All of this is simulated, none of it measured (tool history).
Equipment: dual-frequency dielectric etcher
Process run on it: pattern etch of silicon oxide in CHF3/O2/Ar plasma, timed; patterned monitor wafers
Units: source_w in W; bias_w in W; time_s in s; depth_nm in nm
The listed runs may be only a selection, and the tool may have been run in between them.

| run | day | source_w | bias_w | time_s | depth_nm |
|---|---|---|---|---|---|
| 1 | 0.000 | 860 | 181 | 263.5 | 601.60 |
| 2 | 0.225 | 860 | 157 | 263.5 | 574.04 |
| 3 | 0.429 | 860 | 142 | 263.5 | 551.70 |
| 4 | 0.633 | 860 | 142 | 241.5 | 507.82 |
| 5 | 0.929 | 890 | 147 | 242.0 | 523.97 |
| 6 | 1.296 | 920 | 153 | 242.5 | 536.95 |
| 7 | 1.571 | 940 | 159 | 243.0 | 553.47 |

Forecast run 8:
| 8 | 1.762 | 960 | 163 | 243.5 | ? |

depth_nm: 562.63 nm
